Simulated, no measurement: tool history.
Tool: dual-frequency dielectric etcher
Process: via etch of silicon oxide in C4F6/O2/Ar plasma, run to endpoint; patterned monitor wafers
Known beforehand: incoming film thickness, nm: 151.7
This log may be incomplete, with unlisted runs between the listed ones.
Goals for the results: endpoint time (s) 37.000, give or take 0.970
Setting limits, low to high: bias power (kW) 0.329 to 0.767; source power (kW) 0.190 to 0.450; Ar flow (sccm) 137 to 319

{"run": 1, "hour": 0.0, "bias power (kW)": 0.548, "source power (kW)": 0.32, "Ar flow (sccm)": 228, "endpoint time (s)": 32.522}
{"run": 2, "hour": 6.9, "bias power (kW)": 0.508, "source power (kW)": 0.31, "Ar flow (sccm)": 229, "endpoint time (s)": 34.453}
{"run": 3, "hour": 15.6, "bias power (kW)": 0.508, "source power (kW)": 0.31, "Ar flow (sccm)": 243, "endpoint time (s)": 33.904}
{"run": 4, "hour": 19.3, "bias power (kW)": 0.508, "source power (kW)": 0.33, "Ar flow (sccm)": 243, "endpoint time (s)": 33.657}
{"run": 5, "hour": 26.3, "bias power (kW)": 0.508, "source power (kW)": 0.33, "Ar flow (sccm)": 227, "endpoint time (s)": 32.853}
{"run": 6, "hour": 32.1, "bias power (kW)": 0.508, "source power (kW)": 0.33, "Ar flow (sccm)": 200, "endpoint time (s)": 32.603}
{"run": 7, "hour": 34.0, "bias power (kW)": 0.47, "source power (kW)": 0.32, "Ar flow (sccm)": 201, "endpoint time (s)": 33.98}
{"run": 8, "hour": 40.3, "bias power (kW)": 0.444, "source power (kW)": 0.32, "Ar flow (sccm)": 202, "endpoint time (s)": 34.744}
{"run": 9, "hour": 45.7, "bias power (kW)": 0.425, "source power (kW)": 0.32, "Ar flow (sccm)": 203, "endpoint time (s)": 34.489}
{"run": 10, "hour": 50.5, "bias power (kW)": 0.359, "source power (kW)": 0.27, "Ar flow (sccm)": 211, "endpoint time (s)": 39.045}
{"run": 11, "hour": 52.0, "bias power (kW)": 0.376, "source power (kW)": 0.27, "Ar flow (sccm)": 210, "endpoint time (s)": 38.811}
{"run": 12, "hour": 58.6, "bias power (kW)": 0.391, "source power (kW)": 0.27, "Ar flow (sccm)": 210, "endpoint time (s)": 38.29}

Of the 4 settings listed for the next run, only one would bring every result within its allowed miss of target. Which one?
{"run": "A", "hour": 65.2, "bias power (kW)": 0.521, "source power (kW)": 0.27, "Ar flow (sccm)": 188, "endpoint time (s)": "?"}
{"run": "B", "hour": 65.2, "bias power (kW)": 0.337, "source power (kW)": 0.28, "Ar flow (sccm)": 201, "endpoint time (s)": "?"}
{"run": "C", "hour": 65.2, "bias power (kW)": 0.464, "source power (kW)": 0.28, "Ar flow (sccm)": 196, "endpoint time (s)": "?"}
{"run": "D", "hour": 65.2, "bias power (kW)": 0.413, "source power (kW)": 0.31, "Ar flow (sccm)": 264, "endpoint time (s)": "?"}

move=A endpoint_time_(s)=33.871
move=B endpoint_time_(s)=38.936
move=C endpoint_time_(s)=35.053
move=D endpoint_time_(s)=36.826
A: takes the biggest miss from the last run beyond its target
B: misses by more than the last run did
C: takes the biggest miss from the last run beyond its target
D: each result inside its tolerance
Move D is the one to make.
